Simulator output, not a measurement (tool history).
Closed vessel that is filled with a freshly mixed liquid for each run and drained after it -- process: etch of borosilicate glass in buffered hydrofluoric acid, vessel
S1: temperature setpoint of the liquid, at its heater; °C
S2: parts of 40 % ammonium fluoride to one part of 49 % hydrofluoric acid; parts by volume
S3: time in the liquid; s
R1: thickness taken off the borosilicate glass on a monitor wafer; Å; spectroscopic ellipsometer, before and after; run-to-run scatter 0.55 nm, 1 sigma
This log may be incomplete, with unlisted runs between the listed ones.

run,hour,S1,S2,S3,R1
1,0.0,20.0,13.5,100,749.64
2,5.0,20.0,11.5,100,870.88
3,6.9,22.0,11.5,100,971.35
4,15.7,22.0,8.0,100,1349.20
5,22.3,19.5,8.0,100,1184.70
6,31.5,19.5,8.0,100,1182.10

What will run 7 give?
7,32.6,19.0,8.0,100,?

{"run 7": {"R1": 1146.5}}
